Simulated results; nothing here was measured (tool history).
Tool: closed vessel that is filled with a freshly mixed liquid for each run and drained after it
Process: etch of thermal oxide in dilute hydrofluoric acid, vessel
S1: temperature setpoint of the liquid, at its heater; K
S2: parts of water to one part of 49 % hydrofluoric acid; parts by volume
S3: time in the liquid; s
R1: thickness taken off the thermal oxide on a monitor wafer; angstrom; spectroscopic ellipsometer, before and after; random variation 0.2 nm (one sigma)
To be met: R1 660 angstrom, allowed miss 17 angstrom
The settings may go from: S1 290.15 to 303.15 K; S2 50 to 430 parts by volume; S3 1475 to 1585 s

run 1 hour=0 | S1=295.15 S2=240 S3=1475 | R1=251.48
run 2 hour=3 | S1=292.65 S2=240 S3=1475 | R1=230.24
run 3 hour=6.3 | S1=290.15 S2=240 S3=1475 | R1=207.47
run 4 hour=9.7 | S1=290.15 S2=240 S3=1475 | R1=206.92
run 5 hour=11.4 | S1=292.65 S2=215 S3=1475 | R1=261.45
run 6 hour=20.5 | S1=292.65 S2=135 S3=1475 | R1=452.15
run 7 hour=27.1 | S1=294.15 S2=135 S3=1475 | R1=480.61
run 8 hour=33.4 | S1=295.65 S2=135 S3=1475 | R1=507.46
run 9 hour=34.8 | S1=296.65 S2=135 S3=1475 | R1=529.89
run 10 hour=40.9 | S1=297.65 S2=135 S3=1475 | R1=549.13

5 next moves are on the table. One of them brings every result within its allowed miss. Which?
run A hour=47 | S1=296.15 S2=115 S3=1580 | R1=?
run B hour=47 | S1=297.65 S2=110 S3=1475 | R1=?
run C hour=47 | S1=295.65 S2=105 S3=1520 | R1=?
run D hour=47 | S1=299.15 S2=120 S3=1520 | R1=?
run E hour=47 | S1=297.15 S2=145 S3=1510 | R1=?

move=A R1=669.39
move=B R1=697.19
move=C R1=699.57
move=D R1=689.4
move=E R1=509.47
A: meets every target
B: takes the result that was furthest off past its target
C: takes the result that was furthest off past its target
D: takes the result that was furthest off past its target
E: further off than the last run
Answer: A

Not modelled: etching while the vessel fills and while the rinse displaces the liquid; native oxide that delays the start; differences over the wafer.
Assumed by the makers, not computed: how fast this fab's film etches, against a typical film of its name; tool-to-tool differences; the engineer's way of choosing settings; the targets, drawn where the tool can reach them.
